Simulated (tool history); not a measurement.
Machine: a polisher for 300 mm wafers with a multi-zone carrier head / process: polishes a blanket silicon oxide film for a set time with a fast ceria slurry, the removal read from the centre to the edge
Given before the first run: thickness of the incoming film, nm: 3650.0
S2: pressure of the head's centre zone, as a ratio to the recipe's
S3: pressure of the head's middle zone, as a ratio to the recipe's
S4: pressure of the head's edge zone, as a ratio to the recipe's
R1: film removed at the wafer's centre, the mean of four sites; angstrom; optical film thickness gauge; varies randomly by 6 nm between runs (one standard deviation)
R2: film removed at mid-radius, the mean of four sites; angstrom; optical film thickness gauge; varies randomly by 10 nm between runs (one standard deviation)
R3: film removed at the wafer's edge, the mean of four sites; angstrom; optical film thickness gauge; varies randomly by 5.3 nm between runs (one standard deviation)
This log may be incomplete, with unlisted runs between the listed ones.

{"run": 1, "hour": 0.0, "flow of slurry (ml/min)": 120, "S2": 1.0, "S3": 1.0, "S4": 1.0, "polishing time (s)": 50, "R1": 10883, "R2": 11284, "R3": 11188.0}
{"run": 2, "hour": 6.1, "flow of slurry (ml/min)": 120, "S2": 1.0, "S3": 1.05, "S4": 1.0, "polishing time (s)": 50, "R1": 10839, "R2": 11586, "R3": 11074.0}
{"run": 3, "hour": 8.3, "flow of slurry (ml/min)": 115, "S2": 1.01, "S3": 1.04, "S4": 0.96, "polishing time (s)": 48, "R1": 10362, "R2": 10827, "R3": 10449.0}
{"run": 4, "hour": 13.7, "flow of slurry (ml/min)": 140, "S2": 1.01, "S3": 1.04, "S4": 0.96, "polishing time (s)": 48, "R1": 10893, "R2": 11498, "R3": 10778.0}
{"run": 5, "hour": 15.5, "flow of slurry (ml/min)": 130, "S2": 1.02, "S3": 1.05, "S4": 0.92, "polishing time (s)": 46, "R1": 10290, "R2": 10801, "R3": 10088.0}
{"run": 6, "hour": 17.9, "flow of slurry (ml/min)": 130, "S2": 1.05, "S3": 1.05, "S4": 0.92, "polishing time (s)": 46, "R1": 10692, "R2": 10826, "R3": 10062.0}
{"hour": 26.4, "done": "slurry nozzle cleaned"}
{"run": 7, "hour": 26.4, "flow of slurry (ml/min)": 120, "S2": 1.05, "S3": 1.06, "S4": 0.89, "polishing time (s)": 45, "R1": 10951, "R2": 11615, "R3": 10099.0}
{"run": 8, "hour": 31.9, "flow of slurry (ml/min)": 120, "S2": 1.05, "S3": 1.04, "S4": 0.88, "polishing time (s)": 43, "R1": 10580, "R2": 10740, "R3": 9719.3}

What does the tool deliver on the next run?
{"run": 9, "hour": 34.9, "flow of slurry (ml/min)": 120, "S2": 1.05, "S3": 1.05, "S4": 0.89, "polishing time (s)": 41, "R1": "?", "R2": "?", "R3": "?"}

Run 9 yielded R1 10152 angstrom, R2 10602 angstrom, R3 9325.3 angstrom.
